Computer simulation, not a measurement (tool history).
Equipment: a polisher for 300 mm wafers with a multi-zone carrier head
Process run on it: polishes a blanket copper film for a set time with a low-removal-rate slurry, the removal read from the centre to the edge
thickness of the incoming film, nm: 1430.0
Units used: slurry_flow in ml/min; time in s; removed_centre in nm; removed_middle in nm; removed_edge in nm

run,hour,slurry_flow,centre_zone,middle_zone,edge_zone,slurry_solids,time,removed_centre,removed_middle,removed_edge
1,0.0,290,1.00,1.00,1.00,1.00,33,92.183,95.425,96.001
2,7.0,290,1.00,1.00,1.00,1.05,33,94.165,98.866,94.432
3,8.6,290,0.98,0.98,0.96,0.95,32,87.608,90.684,88.285
4,14.7,280,0.94,0.94,0.95,0.85,32,80.751,85.500,84.502
# hour 15.9: worn pad replaced by a new one
5,15.9,275,0.93,0.90,0.96,0.75,32,88.704,91.866,94.501
6,24.4,335,0.93,0.90,0.96,0.75,32,90.216,93.306,95.384
7,26.0,295,0.91,0.87,0.96,0.80,30,83.102,85.249,90.481

Forecast run 8:
8,29.9,270,0.90,0.85,0.94,0.85,29,?,?,?

removed_centre: 80.090 nm
removed_middle: 80.963 nm
removed_edge: 85.516 nm

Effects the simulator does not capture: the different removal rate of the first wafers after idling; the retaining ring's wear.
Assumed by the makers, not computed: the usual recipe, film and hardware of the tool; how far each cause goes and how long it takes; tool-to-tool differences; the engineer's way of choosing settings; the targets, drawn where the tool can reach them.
